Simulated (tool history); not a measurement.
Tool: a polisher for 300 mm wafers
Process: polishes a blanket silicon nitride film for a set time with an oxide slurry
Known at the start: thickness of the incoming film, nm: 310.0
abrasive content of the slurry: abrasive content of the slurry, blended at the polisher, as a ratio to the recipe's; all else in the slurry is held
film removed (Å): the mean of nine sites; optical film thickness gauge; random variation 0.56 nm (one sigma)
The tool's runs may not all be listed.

| run | hour | flow of slurry (ml/min) | pressure of the wafer on the pad (psi) | speed of the pad under the wafer (m/s) | abrasive content of the slurry | polishing time (s) | film removed (Å) |
|---|---|---|---|---|---|---|---|
| 1 | 0 | 310 | 4.7 | 1.12 | 1 | 95 | 734.53 |
| 2 | 5.7 | 310 | 4.2 | 1.1 | 1 | 95 | 655.92 |
| 3 | 9.4 | 310 | 3.8 | 1.06 | 1 | 95 | 596.8 |
| 4 | 17.3 | 310 | 3.5 | 1.02 | 1 | 95 | 521.03 |
| 5 | 19.4 | 310 | 3.5 | 0.82 | 1 | 95 | 464.31 |
| 6 | 26.7 | 310 | 3.4 | 0.82 | 1 | 95 | 431.83 |
| 7 | 28.3 | 310 | 3.3 | 0.82 | 1 | 95 | 422.15 |

The next listed run, before its measurement:
| 8 | 36.2 | 310 | 3.2 | 0.82 | 1 | 95 | ? |

Run 8 gave film removed (Å) 418.02.
